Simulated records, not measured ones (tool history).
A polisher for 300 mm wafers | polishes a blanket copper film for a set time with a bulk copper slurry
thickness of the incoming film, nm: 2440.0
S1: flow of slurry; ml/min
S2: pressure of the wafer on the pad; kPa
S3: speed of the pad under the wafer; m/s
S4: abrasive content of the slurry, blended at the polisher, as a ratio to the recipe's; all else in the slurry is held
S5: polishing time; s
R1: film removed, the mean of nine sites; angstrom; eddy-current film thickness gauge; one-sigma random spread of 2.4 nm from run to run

run 1 day=0 | S1=205 S2=23.4 S3=0.9 S4=1 S5=44 | R1=4699.2
run 2 day=0.208 | S1=205 S2=29 S3=0.9 S4=1 S5=44 | R1=5765.9
run 3 day=0.242 | S1=200 S2=25.5 S3=0.9 S4=1 S5=44 | R1=5127.4
run 4 day=0.429 | S1=200 S2=23.4 S3=0.9 S4=1 S5=44 | R1=4729.4
run 5 day=0.567 | S1=160 S2=23.4 S3=0.9 S4=1 S5=44 | R1=4523.1
run 6 day=0.892 | S1=160 S2=23.4 S3=0.9 S4=0.85 S5=44 | R1=4371.1
run 7 day=0.992 | S1=155 S2=22.8 S3=0.9 S4=0.85 S5=44 | R1=4200.3

Run 8 comes next. What will it give?
run 8 day=1.079 | S1=150 S2=22.1 S3=0.9 S4=0.85 S5=44 | R1=?

R1: 4017.4 angstrom

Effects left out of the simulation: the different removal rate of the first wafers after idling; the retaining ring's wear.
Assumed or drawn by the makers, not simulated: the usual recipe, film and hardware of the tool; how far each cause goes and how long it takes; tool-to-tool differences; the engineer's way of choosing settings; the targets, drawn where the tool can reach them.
